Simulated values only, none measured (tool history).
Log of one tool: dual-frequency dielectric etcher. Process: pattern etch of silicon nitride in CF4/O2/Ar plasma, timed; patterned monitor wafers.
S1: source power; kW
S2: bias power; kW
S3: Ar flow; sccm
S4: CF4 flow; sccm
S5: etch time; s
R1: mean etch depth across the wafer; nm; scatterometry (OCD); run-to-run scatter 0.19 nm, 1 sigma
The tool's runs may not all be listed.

{"run": 1, "hour": 0.0, "S1": 0.73, "S2": 0.067, "S3": 94, "S4": 87, "S5": 23, "R1": 67.918}
{"run": 2, "hour": 4.1, "S1": 0.71, "S2": 0.067, "S3": 94, "S4": 87, "S5": 23, "R1": 65.642}
{"run": 3, "hour": 8.8, "S1": 0.7, "S2": 0.067, "S3": 94, "S4": 87, "S5": 23, "R1": 65.214}
{"run": 4, "hour": 15.4, "S1": 0.7, "S2": 0.067, "S3": 79, "S4": 87, "S5": 23, "R1": 66.09}
{"run": 5, "hour": 19.0, "S1": 0.69, "S2": 0.067, "S3": 79, "S4": 87, "S5": 23, "R1": 65.32}
{"run": 6, "hour": 23.9, "S1": 0.68, "S2": 0.067, "S3": 79, "S4": 87, "S5": 23, "R1": 64.509}
{"run": 7, "hour": 26.1, "S1": 0.67, "S2": 0.067, "S3": 79, "S4": 87, "S5": 23, "R1": 63.666}
{"run": 8, "hour": 31.9, "S1": 0.66, "S2": 0.067, "S3": 79, "S4": 87, "S5": 23, "R1": 63.288}
{"run": 9, "hour": 38.9, "S1": 0.65, "S2": 0.067, "S3": 79, "S4": 87, "S5": 23, "R1": 61.673}
{"run": 10, "hour": 39.6, "S1": 0.64, "S2": 0.067, "S3": 79, "S4": 87, "S5": 23, "R1": 61.361}

Run 11 comes next. What will it give?
{"run": 11, "hour": 45.5, "S1": 0.63, "S2": 0.067, "S3": 79, "S4": 87, "S5": 23, "R1": "?"}

Logged for run 11: R1 59.924 nm.
